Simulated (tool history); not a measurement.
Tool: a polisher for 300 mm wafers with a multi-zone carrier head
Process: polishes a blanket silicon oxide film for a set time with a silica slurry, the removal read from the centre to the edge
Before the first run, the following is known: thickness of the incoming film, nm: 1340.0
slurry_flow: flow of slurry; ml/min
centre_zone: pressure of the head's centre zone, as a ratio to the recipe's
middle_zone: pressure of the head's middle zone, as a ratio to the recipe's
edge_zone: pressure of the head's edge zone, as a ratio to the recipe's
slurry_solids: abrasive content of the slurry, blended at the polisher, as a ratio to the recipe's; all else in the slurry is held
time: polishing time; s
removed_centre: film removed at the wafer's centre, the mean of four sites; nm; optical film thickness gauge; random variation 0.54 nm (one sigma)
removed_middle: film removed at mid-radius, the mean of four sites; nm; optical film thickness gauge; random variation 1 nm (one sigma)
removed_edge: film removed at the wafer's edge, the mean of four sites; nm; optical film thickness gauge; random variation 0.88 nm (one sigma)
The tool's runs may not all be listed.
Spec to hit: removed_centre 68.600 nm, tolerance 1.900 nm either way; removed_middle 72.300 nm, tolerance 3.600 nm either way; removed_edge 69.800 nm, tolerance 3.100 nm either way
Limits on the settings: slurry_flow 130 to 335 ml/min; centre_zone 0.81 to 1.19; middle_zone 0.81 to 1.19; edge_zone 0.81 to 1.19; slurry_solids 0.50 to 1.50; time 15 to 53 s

run,hour,slurry_flow,centre_zone,middle_zone,edge_zone,slurry_solids,time,removed_centre,removed_middle,removed_edge
1,0.0,215,1.00,1.00,1.00,1.00,34,94.739,94.652,93.445
2,6.4,215,0.98,0.99,0.98,0.90,34,88.061,93.508,89.073
3,14.5,260,0.98,0.99,0.98,0.90,34,90.515,92.747,91.916
4,23.1,260,0.98,1.03,0.98,0.90,34,90.069,94.962,89.809
5,29.0,260,0.98,1.03,0.98,0.90,39,102.510,107.800,102.050
6,31.0,260,0.93,1.03,0.98,0.90,39,98.443,108.130,100.470
7,39.1,265,0.94,1.01,0.97,0.85,38,94.195,99.249,98.075
8,39.6,260,0.95,1.01,0.95,0.80,37,91.100,97.484,92.883
9,45.3,260,0.95,1.00,0.94,0.75,36,84.559,87.930,86.571
10,51.5,230,0.91,1.01,0.84,0.50,35,64.043,71.606,64.525
11,56.7,240,0.91,1.01,0.85,0.50,35,64.544,70.060,64.397
12,62.5,245,0.91,1.01,0.86,0.50,35,64.679,72.474,64.208
13,66.2,245,0.91,1.00,0.87,0.50,35,63.931,71.295,64.572
14,69.4,250,0.92,0.99,0.88,0.50,35,64.866,70.648,67.519
15,72.1,255,0.93,0.99,0.88,0.50,35,66.186,71.669,65.776
16,80.3,255,0.93,0.99,0.88,0.50,35,66.254,70.833,66.300
17,82.4,255,0.93,0.99,0.89,0.50,35,65.871,69.390,65.871

Which single option among these 4 for the next run brings every result within its allowed miss of target? Just one does.
A,84.5,285,1.00,0.93,0.90,0.50,32,?,?,?
B,84.5,280,0.85,0.93,0.93,0.65,31,?,?,?
C,84.5,270,0.89,0.93,0.88,0.70,31,?,?,?
D,84.5,255,0.87,0.98,0.91,0.55,34,?,?,?

move,removed_centre,removed_middle,removed_edge
A,65.016,61.892,60.674
B,63.260,68.645,68.311
C,67.754,70.917,68.876
D,64.101,71.407,67.462
A: its largest miss is bigger than the last run's
B: its largest miss is bigger than the last run's
C: meets every target
D: its largest miss is bigger than the last run's
C is the move that brings every result within its allowed miss.
